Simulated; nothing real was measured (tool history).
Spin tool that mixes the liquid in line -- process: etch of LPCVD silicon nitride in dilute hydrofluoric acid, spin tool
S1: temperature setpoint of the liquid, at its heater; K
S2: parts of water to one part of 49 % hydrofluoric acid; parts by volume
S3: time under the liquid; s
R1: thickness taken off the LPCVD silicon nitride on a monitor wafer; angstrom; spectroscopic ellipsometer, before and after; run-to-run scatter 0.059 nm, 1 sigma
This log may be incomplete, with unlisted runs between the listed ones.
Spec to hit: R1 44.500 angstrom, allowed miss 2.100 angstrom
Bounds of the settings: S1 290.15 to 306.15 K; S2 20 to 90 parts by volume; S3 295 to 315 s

Run 1, hour 0.0: S1 298.15 K, S2 50 parts by volume, S3 295 s. Result: R1 26.959 angstrom.
Run 2, hour 4.9: S1 298.15 K, S2 50 parts by volume, S3 315 s. Result: R1 29.404 angstrom.
Run 3, hour 9.0: S1 298.15 K, S2 50 parts by volume, S3 295 s. Result: R1 27.755 angstrom.
Run 4, hour 17.6: S1 299.65 K, S2 50 parts by volume, S3 295 s. Result: R1 30.692 angstrom.
Run 5, hour 23.9: S1 299.65 K, S2 60 parts by volume, S3 295 s. Result: R1 25.739 angstrom.
Run 6, hour 29.6: S1 301.15 K, S2 60 parts by volume, S3 295 s. Result: R1 28.348 angstrom.
Run 7, hour 35.4: S1 302.15 K, S2 60 parts by volume, S3 295 s. Result: R1 29.650 angstrom.
Run 8, hour 39.6: S1 303.15 K, S2 60 parts by volume, S3 295 s. Result: R1 32.593 angstrom.
Run 9, hour 44.5: S1 303.15 K, S2 60 parts by volume, S3 295 s. Result: R1 32.379 angstrom.
Run 10, hour 51.1: S1 303.65 K, S2 60 parts by volume, S3 295 s. Result: R1 32.990 angstrom.
Run 11, hour 53.8: S1 304.15 K, S2 60 parts by volume, S3 295 s. Result: R1 35.037 angstrom.
Run 12, hour 56.5: S1 304.65 K, S2 60 parts by volume, S3 295 s. Result: R1 35.848 angstrom.
Run 13, hour 64.3: S1 305.15 K, S2 60 parts by volume, S3 295 s. Result: R1 36.074 angstrom.
Run 14, hour 73.3: S1 305.65 K, S2 55 parts by volume, S3 295 s. Result: R1 40.711 angstrom.

Consider the 4 candidate settings below. Which is the only one whose results all fall within their allowed miss of target?
Run A, hour 82.3: S1 304.15 K, S2 55 parts by volume, S3 310 s. Result: R1 ?.
Run B, hour 82.3: S1 306.15 K, S2 60 parts by volume, S3 300 s. Result: R1 ?.
Run C, hour 82.3: S1 305.15 K, S2 50 parts by volume, S3 295 s. Result: R1 ?.
Run D, hour 82.3: S1 306.15 K, S2 50 parts by volume, S3 305 s. Result: R1 ?.

move      R1
   A  39.584
   B  39.860
   C  44.132
   D  48.610
A: its largest miss is bigger than the last run's
B: its largest miss is bigger than the last run's
C: all results in spec
D: the result that was furthest off in the last run now lies on the other side of its target
Correct choice: C, which meets every target
